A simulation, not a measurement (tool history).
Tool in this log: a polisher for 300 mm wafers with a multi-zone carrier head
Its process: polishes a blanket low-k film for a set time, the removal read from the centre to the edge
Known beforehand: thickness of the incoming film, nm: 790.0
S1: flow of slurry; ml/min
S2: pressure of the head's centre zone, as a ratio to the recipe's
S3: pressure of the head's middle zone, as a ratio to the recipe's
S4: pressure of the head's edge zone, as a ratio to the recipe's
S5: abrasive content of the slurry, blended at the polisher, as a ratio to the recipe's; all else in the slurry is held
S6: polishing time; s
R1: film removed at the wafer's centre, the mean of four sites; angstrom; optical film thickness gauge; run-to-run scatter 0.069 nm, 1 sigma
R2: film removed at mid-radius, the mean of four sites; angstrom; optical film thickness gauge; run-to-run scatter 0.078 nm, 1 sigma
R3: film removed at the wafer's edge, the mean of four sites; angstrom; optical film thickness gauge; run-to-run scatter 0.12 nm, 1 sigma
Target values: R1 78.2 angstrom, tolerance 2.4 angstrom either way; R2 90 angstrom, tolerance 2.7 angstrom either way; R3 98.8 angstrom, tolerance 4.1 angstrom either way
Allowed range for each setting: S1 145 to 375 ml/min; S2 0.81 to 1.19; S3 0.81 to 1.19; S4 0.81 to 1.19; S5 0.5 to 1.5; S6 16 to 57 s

{"run": 1, "day": 0.0, "S1": 240, "S2": 1, "S3": 1, "S4": 1, "S5": 1, "S6": 36, "R1": 193.73, "R2": 197.03, "R3": 198.23}
{"run": 2, "day": 0.217, "S1": 240, "S2": 1, "S3": 1.04, "S4": 1, "S5": 1, "S6": 36, "R1": 192.03, "R2": 199.49, "R3": 200.75}
{"run": 3, "day": 0.45, "S1": 220, "S2": 0.94, "S3": 1, "S4": 1.02, "S5": 0.85, "S6": 30, "R1": 131.14, "R2": 144.24, "R3": 147.86}
{"run": 4, "day": 0.571, "S1": 205, "S2": 0.9, "S3": 0.95, "S4": 1.01, "S5": 0.75, "S6": 29, "R1": 108.26, "R2": 116.95, "R3": 124.03}
{"run": 5, "day": 0.858, "S1": 205, "S2": 0.9, "S3": 0.95, "S4": 1.06, "S5": 0.75, "S6": 29, "R1": 106.94, "R2": 117.5, "R3": 127.82}
{"run": 6, "day": 0.929, "S1": 190, "S2": 0.87, "S3": 0.94, "S4": 1.05, "S5": 0.7, "S6": 29, "R1": 96.418, "R2": 107.93, "R3": 117.93}
{"run": 7, "day": 0.992, "S1": 180, "S2": 0.85, "S3": 0.93, "S4": 1.04, "S5": 0.65, "S6": 29, "R1": 87.001, "R2": 97.239, "R3": 107.77}
{"run": 8, "day": 1.1, "S1": 170, "S2": 0.84, "S3": 0.93, "S4": 1.03, "S5": 0.65, "S6": 29, "R1": 84.725, "R2": 96.793, "R3": 106.51}
{"run": 9, "day": 1.129, "S1": 165, "S2": 0.83, "S3": 0.92, "S4": 1.01, "S5": 0.65, "S6": 29, "R1": 83.452, "R2": 95.746, "R3": 104.23}
{"run": 10, "day": 1.388, "S1": 165, "S2": 0.83, "S3": 0.92, "S4": 1.01, "S5": 0.65, "S6": 29, "R1": 84.904, "R2": 97.591, "R3": 104.73}
{"run": 11, "day": 1.425, "S1": 155, "S2": 0.81, "S3": 0.89, "S4": 1.01, "S5": 0.5, "S6": 29, "R1": 52.361, "R2": 60.117, "R3": 67.389}
{"run": 12, "day": 1.667, "S1": 155, "S2": 0.85, "S3": 0.94, "S4": 1.06, "S5": 0.5, "S6": 28, "R1": 52.156, "R2": 60.525, "R3": 65.584}
{"run": 13, "day": 1.888, "S1": 155, "S2": 0.85, "S3": 0.94, "S4": 1.06, "S5": 0.5, "S6": 28, "R1": 54.035, "R2": 61.125, "R3": 66.835}
{"run": 14, "day": 2.117, "S1": 220, "S2": 0.85, "S3": 0.94, "S4": 1.05, "S5": 0.5, "S6": 28, "R1": 54.693, "R2": 61.927, "R3": 66.592}
{"run": 15, "day": 2.438, "S1": 220, "S2": 0.85, "S3": 0.94, "S4": 1.06, "S5": 0.55, "S6": 28, "R1": 66.077, "R2": 74.296, "R3": 82.762}
{"run": 16, "day": 2.775, "S1": 260, "S2": 0.84, "S3": 0.95, "S4": 1.05, "S5": 0.55, "S6": 28, "R1": 66.405, "R2": 75.817, "R3": 82.014}
{"run": 17, "day": 2.888, "S1": 280, "S2": 0.83, "S3": 0.95, "S4": 1.05, "S5": 0.55, "S6": 28, "R1": 65.993, "R2": 76.857, "R3": 82.636}
{"run": 18, "day": 3.008, "S1": 290, "S2": 0.83, "S3": 0.94, "S4": 1.05, "S5": 0.55, "S6": 28, "R1": 65.091, "R2": 74.864, "R3": 82.763}

5 candidate next runs follow, results not yet known. Just one meets every target within its allowed miss. Identify it.
{"run": "A", "day": 3.129, "S1": 285, "S2": 0.81, "S3": 1.13, "S4": 0.99, "S5": 0.5, "S6": 27, "R1": "?", "R2": "?", "R3": "?"}
{"run": "B", "day": 3.129, "S1": 280, "S2": 0.88, "S3": 1.11, "S4": 0.92, "S5": 0.55, "S6": 31, "R1": "?", "R2": "?", "R3": "?"}
{"run": "C", "day": 3.129, "S1": 340, "S2": 0.87, "S3": 0.99, "S4": 1.16, "S5": 0.6, "S6": 27, "R1": "?", "R2": "?", "R3": "?"}
{"run": "D", "day": 3.129, "S1": 280, "S2": 0.92, "S3": 1.02, "S4": 0.95, "S5": 0.55, "S6": 32, "R1": "?", "R2": "?", "R3": "?"}
{"run": "E", "day": 3.129, "S1": 325, "S2": 0.88, "S3": 0.99, "S4": 1, "S5": 0.7, "S6": 24, "R1": "?", "R2": "?", "R3": "?"}

move=A R1=51.782 R2=72.957 R3=65.218
move=B R1=77.874 R2=99.382 R3=87.215
move=C R1=78.225 R2=91.541 R3=99.089
move=D R1=84.019 R2=95.431 R3=91.498
move=E R1=85.518 R2=98.98 R3=99.519
A: moves away from the targets compared with the last run
B: the result that was furthest off in the last run now lies on the other side of its target
C: each result inside its tolerance
D: the result that was furthest off in the last run now lies on the other side of its target
E: the result that was furthest off in the last run now lies on the other side of its target
C is the move that brings every result within its allowed miss.

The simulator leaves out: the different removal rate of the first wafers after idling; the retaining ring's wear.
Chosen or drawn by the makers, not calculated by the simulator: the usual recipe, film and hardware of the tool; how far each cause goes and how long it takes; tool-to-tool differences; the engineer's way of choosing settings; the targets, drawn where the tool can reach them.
